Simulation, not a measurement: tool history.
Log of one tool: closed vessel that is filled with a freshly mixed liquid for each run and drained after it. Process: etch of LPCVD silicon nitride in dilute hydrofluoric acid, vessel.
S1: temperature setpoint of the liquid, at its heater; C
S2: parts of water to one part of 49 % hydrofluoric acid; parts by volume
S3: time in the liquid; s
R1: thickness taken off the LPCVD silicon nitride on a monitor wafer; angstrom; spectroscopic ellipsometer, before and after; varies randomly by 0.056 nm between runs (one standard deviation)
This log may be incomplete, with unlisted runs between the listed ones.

Run 1, hour 0.0: S1 22.0 C, S2 80 parts by volume, S3 1435 s. Result: R1 86.404 angstrom.
Run 2, hour 5.0: S1 21.5 C, S2 80 parts by volume, S3 1435 s. Result: R1 82.441 angstrom.
Run 3, hour 10.7: S1 18.0 C, S2 80 parts by volume, S3 1435 s. Result: R1 63.750 angstrom.
Run 4, hour 12.4: S1 21.0 C, S2 80 parts by volume, S3 1435 s. Result: R1 78.978 angstrom.
Run 5, hour 19.3: S1 21.0 C, S2 70 parts by volume, S3 1435 s. Result: R1 90.135 angstrom.
Run 6, hour 25.7: S1 20.5 C, S2 70 parts by volume, S3 1435 s. Result: R1 87.749 angstrom.

What will run 7 give?
Run 7, hour 31.7: S1 20.0 C, S2 70 parts by volume, S3 1435 s. Result: R1 ?.

{"run 7": {"R1": 84.222}}
